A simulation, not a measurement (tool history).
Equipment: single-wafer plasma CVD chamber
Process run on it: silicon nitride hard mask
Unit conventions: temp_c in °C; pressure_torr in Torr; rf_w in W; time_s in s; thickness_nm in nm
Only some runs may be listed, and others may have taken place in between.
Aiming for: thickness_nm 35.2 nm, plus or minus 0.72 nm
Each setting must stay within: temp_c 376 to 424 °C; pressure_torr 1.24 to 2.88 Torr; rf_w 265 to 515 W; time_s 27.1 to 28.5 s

Run 1, hour 0: temp_c 400 °C, pressure_torr 2.06 Torr, rf_w 390 W, time_s 28.5 s. Result: thickness_nm 40.351 nm.
Run 2, hour 5.5: temp_c 393 °C, pressure_torr 2.06 Torr, rf_w 390 W, time_s 28.5 s. Result: thickness_nm 40.748 nm.
Run 3, hour 12.1: temp_c 393 °C, pressure_torr 2.06 Torr, rf_w 390 W, time_s 28.5 s. Result: thickness_nm 41.161 nm.
Run 4, hour 19.3: temp_c 386 °C, pressure_torr 2.06 Torr, rf_w 390 W, time_s 28.5 s. Result: thickness_nm 40.805 nm.
Run 5, hour 21.9: temp_c 386 °C, pressure_torr 1.99 Torr, rf_w 385 W, time_s 28.5 s. Result: thickness_nm 40.661 nm.
Run 6, hour 26.2: temp_c 386 °C, pressure_torr 1.94 Torr, rf_w 375 W, time_s 28.4 s. Result: thickness_nm 39.815 nm.
Run 7, hour 29.2: temp_c 386 °C, pressure_torr 1.9 Torr, rf_w 365 W, time_s 28.3 s. Result: thickness_nm 38.823 nm.
Run 8, hour 35.2: temp_c 386 °C, pressure_torr 1.85 Torr, rf_w 360 W, time_s 28.3 s. Result: thickness_nm 38.614 nm.

Next run, 5 choices. One meets every target within its allowed miss, the rest don't. Which?
Run A, hour 41.2: temp_c 388 °C, pressure_torr 1.78 Torr, rf_w 310 W, time_s 27.1 s. Result: thickness_nm ?.
Run B, hour 41.2: temp_c 391 °C, pressure_torr 1.63 Torr, rf_w 300 W, time_s 27.6 s. Result: thickness_nm ?.
Run C, hour 41.2: temp_c 390 °C, pressure_torr 2.21 Torr, rf_w 270 W, time_s 27.3 s. Result: thickness_nm ?.
Run D, hour 41.2: temp_c 382 °C, pressure_torr 1.55 Torr, rf_w 305 W, time_s 28.1 s. Result: thickness_nm ?.
Run E, hour 41.2: temp_c 389 °C, pressure_torr 1.34 Torr, rf_w 350 W, time_s 28.4 s. Result: thickness_nm ?.

move  thickness_nm
   A        33.897
   B        33.345
   C        33.403
   D        34.017
   E        35.473
A: the result that was furthest off in the last run now lies on the other side of its target
B: the result that was furthest off in the last run now lies on the other side of its target
C: the result that was furthest off in the last run now lies on the other side of its target
D: the result that was furthest off in the last run now lies on the other side of its target
E: every result within its allowed miss
Answer: E

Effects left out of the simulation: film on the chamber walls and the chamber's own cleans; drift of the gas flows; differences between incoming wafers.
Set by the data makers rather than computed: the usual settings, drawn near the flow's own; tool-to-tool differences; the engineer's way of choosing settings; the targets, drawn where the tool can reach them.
